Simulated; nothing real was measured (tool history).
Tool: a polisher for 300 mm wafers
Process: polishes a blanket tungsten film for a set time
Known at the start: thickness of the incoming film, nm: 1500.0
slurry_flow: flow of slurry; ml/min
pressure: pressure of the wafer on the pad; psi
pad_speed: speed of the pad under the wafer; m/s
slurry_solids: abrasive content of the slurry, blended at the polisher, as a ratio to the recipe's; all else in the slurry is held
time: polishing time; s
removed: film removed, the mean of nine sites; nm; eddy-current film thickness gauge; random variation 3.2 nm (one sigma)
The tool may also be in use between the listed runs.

run 1 hour=0.0 | slurry_flow=155 pressure=2.5 pad_speed=0.98 slurry_solids=1.0 time=89 | removed=291.22
run 2 hour=7.7 | slurry_flow=175 pressure=2.5 pad_speed=0.98 slurry_solids=1.0 time=89 | removed=295.83
run 3 hour=12.7 | slurry_flow=215 pressure=2.5 pad_speed=0.98 slurry_solids=1.0 time=89 | removed=304.06
run 4 hour=17.0 | slurry_flow=215 pressure=2.5 pad_speed=0.98 slurry_solids=1.0 time=94 | removed=316.54
run 5 hour=21.4 | slurry_flow=215 pressure=2.6 pad_speed=0.98 slurry_solids=1.0 time=94 | removed=332.90
run 6 hour=25.3 | slurry_flow=215 pressure=2.2 pad_speed=0.98 slurry_solids=1.0 time=94 | removed=281.44
run 7 hour=34.0 | slurry_flow=215 pressure=2.3 pad_speed=0.98 slurry_solids=1.0 time=94 | removed=291.14
run 8 hour=40.6 | slurry_flow=215 pressure=2.4 pad_speed=0.98 slurry_solids=1.0 time=94 | removed=304.74

The next listed run, before its measurement:
run 9 hour=49.2 | slurry_flow=215 pressure=2.5 pad_speed=0.98 slurry_solids=1.0 time=94 | removed=?

removed: 320.76 nm
